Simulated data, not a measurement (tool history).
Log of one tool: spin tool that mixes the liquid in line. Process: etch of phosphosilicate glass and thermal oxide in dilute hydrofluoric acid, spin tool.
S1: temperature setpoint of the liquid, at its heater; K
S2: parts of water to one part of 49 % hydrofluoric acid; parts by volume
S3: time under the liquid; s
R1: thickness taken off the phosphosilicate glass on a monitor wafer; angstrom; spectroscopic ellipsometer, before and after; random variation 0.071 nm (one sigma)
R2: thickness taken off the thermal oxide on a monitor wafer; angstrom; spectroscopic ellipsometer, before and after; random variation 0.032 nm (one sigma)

run  hour      S1   S2  S3      R1      R2
  1   0.0  297.15  295  35  107.18  4.7540
  2   1.0  300.65  295  35  119.54  5.4509
  3   9.1  300.65  295  45  154.75  7.0038
  4  12.2  301.65  295  45  160.07  7.0509
  5  13.4  298.65  295  45  144.67  6.3653
  6  16.8  299.15  295  45  147.39  6.6793
  7  21.7  299.65  295  45  148.81  6.5936
  8  28.1  300.15  295  45  151.26  6.4501
  9  34.8  300.65  295  45  156.04  6.7059

The next listed run, before its measurement:
 10  40.5  301.65  295  45   ?   ?

Run 10 gave R1 159.99 angstrom, R2 7.3327 angstrom.
